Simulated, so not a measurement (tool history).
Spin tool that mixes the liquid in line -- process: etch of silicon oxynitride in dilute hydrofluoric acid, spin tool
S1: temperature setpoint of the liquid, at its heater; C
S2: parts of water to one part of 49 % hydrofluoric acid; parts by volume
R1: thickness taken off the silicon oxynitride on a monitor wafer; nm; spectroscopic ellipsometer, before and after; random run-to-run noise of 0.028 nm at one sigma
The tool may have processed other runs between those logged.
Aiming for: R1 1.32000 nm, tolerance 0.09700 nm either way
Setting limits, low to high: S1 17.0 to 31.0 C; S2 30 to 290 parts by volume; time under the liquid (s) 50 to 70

{"run": 1, "hour": 0.0, "S1": 23.0, "S2": 160, "time under the liquid (s)": 70, "R1": 0.65887}
{"run": 2, "hour": 7.4, "S1": 26.0, "S2": 160, "time under the liquid (s)": 70, "R1": 0.74505}
{"run": 3, "hour": 15.1, "S1": 26.5, "S2": 150, "time under the liquid (s)": 70, "R1": 0.84832}
{"run": 4, "hour": 21.5, "S1": 27.0, "S2": 145, "time under the liquid (s)": 70, "R1": 0.87837}
{"run": 5, "hour": 28.4, "S1": 25.0, "S2": 145, "time under the liquid (s)": 70, "R1": 0.82705}
{"run": 6, "hour": 34.6, "S1": 25.5, "S2": 135, "time under the liquid (s)": 70, "R1": 0.87879}
{"run": 7, "hour": 41.5, "S1": 29.5, "S2": 80, "time under the liquid (s)": 70, "R1": 1.8701}
{"run": 8, "hour": 42.6, "S1": 29.5, "S2": 80, "time under the liquid (s)": 70, "R1": 1.824}
{"run": 9, "hour": 47.7, "S1": 28.5, "S2": 80, "time under the liquid (s)": 70, "R1": 1.7932}
{"hour": 55.4, "done": "hydrofluoric acid flow meter replaced"}
{"run": 10, "hour": 55.4, "S1": 27.5, "S2": 80, "time under the liquid (s)": 70, "R1": 1.6339}
{"run": 11, "hour": 60.4, "S1": 27.0, "S2": 80, "time under the liquid (s)": 70, "R1": 1.5626}
{"run": 12, "hour": 66.2, "S1": 26.5, "S2": 80, "time under the liquid (s)": 70, "R1": 1.5338}
{"run": 13, "hour": 69.6, "S1": 26.0, "S2": 80, "time under the liquid (s)": 70, "R1": 1.4874}
{"run": 14, "hour": 78.1, "S1": 25.5, "S2": 80, "time under the liquid (s)": 70, "R1": 1.4623}

Which single option among these 4 for the next run brings every result within its allowed miss of target? Just one does.
{"run": "A", "hour": 86.6, "S1": 31.0, "S2": 85, "time under the liquid (s)": 70, "R1": "?"}
{"run": "B", "hour": 86.6, "S1": 28.5, "S2": 100, "time under the liquid (s)": 70, "R1": "?"}
{"run": "C", "hour": 86.6, "S1": 28.0, "S2": 85, "time under the liquid (s)": 70, "R1": "?"}
{"run": "D", "hour": 86.6, "S1": 24.0, "S2": 70, "time under the liquid (s)": 70, "R1": "?"}

move=A R1=1.78820
move=B R1=1.33700
move=C R1=1.55990
move=D R1=1.59030
A: misses by more than the last run did
B: all results land within tolerance of their targets
C: misses by more than the last run did
D: misses by more than the last run did
The move that meets every target is B.
